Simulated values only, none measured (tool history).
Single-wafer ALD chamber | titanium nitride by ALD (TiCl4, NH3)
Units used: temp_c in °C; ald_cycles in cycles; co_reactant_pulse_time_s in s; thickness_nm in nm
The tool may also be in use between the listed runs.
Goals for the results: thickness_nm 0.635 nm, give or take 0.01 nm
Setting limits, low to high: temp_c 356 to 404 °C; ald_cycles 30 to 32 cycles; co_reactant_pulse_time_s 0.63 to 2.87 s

run    day  temp_c  ald_cycles  co_reactant_pulse_time_s  thickness_nm
  1      0     380          32                      1.75       0.68668
  2  0.096     378          32                      1.61       0.68537
  3  0.421     375          32                      1.41       0.67616
  4  0.729     374          32                      1.34       0.67183
  5  0.829     381          32                      1.34       0.68144
  6  1.117     379          32                      1.27       0.67924
  7  1.412     379          32                      1.27       0.67795
  8  1.533     377          32                      1.22       0.67313
  9  1.671     376          32                      1.21       0.67279
 10  1.912     375          32                      1.19       0.67144

Next run, 5 choices. One meets every target within its allowed miss, the rest don't. Which?
  A  2.154     368          32                      1.17             ?
  B  2.154     372          32                      1.01             ?
  C  2.154     369          30                         1             ?
  D  2.154     368          30                      1.92             ?
  E  2.154     375          32                      1.06             ?

move  thickness_nm
   A       0.65663
   B       0.65754
   C       0.61088
   D       0.63531
   E       0.66484
A: moves toward the targets from the last run without getting all of them in spec
B: moves toward the targets from the last run without getting all of them in spec
C: takes the result that was furthest off past its target
D: all results in spec
E: moves toward the targets from the last run without getting all of them in spec
Move D is the one to make.

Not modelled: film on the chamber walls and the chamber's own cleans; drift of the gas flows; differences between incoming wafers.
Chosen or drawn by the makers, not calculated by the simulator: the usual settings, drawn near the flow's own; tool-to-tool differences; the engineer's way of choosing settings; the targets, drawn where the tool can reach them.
